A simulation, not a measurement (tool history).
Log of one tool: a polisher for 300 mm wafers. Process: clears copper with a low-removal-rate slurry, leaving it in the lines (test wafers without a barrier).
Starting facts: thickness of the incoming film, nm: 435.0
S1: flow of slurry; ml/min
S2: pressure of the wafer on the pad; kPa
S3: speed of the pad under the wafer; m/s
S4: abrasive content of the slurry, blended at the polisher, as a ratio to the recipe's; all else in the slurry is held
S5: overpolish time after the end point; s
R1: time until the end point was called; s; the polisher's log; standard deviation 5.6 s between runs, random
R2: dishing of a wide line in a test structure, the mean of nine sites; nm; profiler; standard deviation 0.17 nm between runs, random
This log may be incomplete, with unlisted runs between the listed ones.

{"run": 1, "hour": 0.0, "S1": 265, "S2": 19.3, "S3": 1.38, "S4": 1.0, "S5": 12, "R1": 139.39, "R2": 26.777}
{"run": 2, "hour": 2.6, "S1": 235, "S2": 19.3, "S3": 1.38, "S4": 1.0, "S5": 12, "R1": 140.87, "R2": 27.09}
{"run": 3, "hour": 6.3, "S1": 235, "S2": 17.9, "S3": 1.26, "S4": 1.0, "S5": 11, "R1": 163.21, "R2": 21.278}
{"run": 4, "hour": 11.1, "S1": 235, "S2": 17.9, "S3": 1.26, "S4": 1.0, "S5": 13, "R1": 159.8, "R2": 25.463}
{"run": 5, "hour": 13.2, "S1": 235, "S2": 16.5, "S3": 1.14, "S4": 1.0, "S5": 12, "R1": 193.21, "R2": 19.609}
{"run": 6, "hour": 18.4, "S1": 235, "S2": 16.5, "S3": 1.14, "S4": 1.0, "S5": 16, "R1": 191.35, "R2": 24.268}
{"run": 7, "hour": 25.8, "S1": 235, "S2": 15.9, "S3": 1.06, "S4": 1.0, "S5": 15, "R1": 220.32, "R2": 21.503}
{"run": 8, "hour": 32.8, "S1": 235, "S2": 15.2, "S3": 1.02, "S4": 1.0, "S5": 14, "R1": 229.76, "R2": 18.796}
{"run": 9, "hour": 35.7, "S1": 235, "S2": 14.5, "S3": 0.98, "S4": 1.0, "S5": 13, "R1": 253.19, "R2": 16.6}
{"run": 10, "hour": 39.9, "S1": 235, "S2": 13.8, "S3": 0.96, "S4": 1.0, "S5": 12, "R1": 272.06, "R2": 14.475}
{"run": 11, "hour": 48.3, "S1": 235, "S2": 13.1, "S3": 0.96, "S4": 1.0, "S5": 11, "R1": 286.34, "R2": 12.564}
{"run": 12, "hour": 52.0, "S1": 235, "S2": 13.1, "S3": 0.96, "S4": 1.0, "S5": 11, "R1": 287.86, "R2": 12.224}

For run 13, what comes out?
{"run": 13, "hour": 52.9, "S1": 235, "S2": 12.4, "S3": 0.96, "S4": 1.0, "S5": 11, "R1": "?", "R2": "?"}

R1: 296.43 s
R2: 11.954 nm
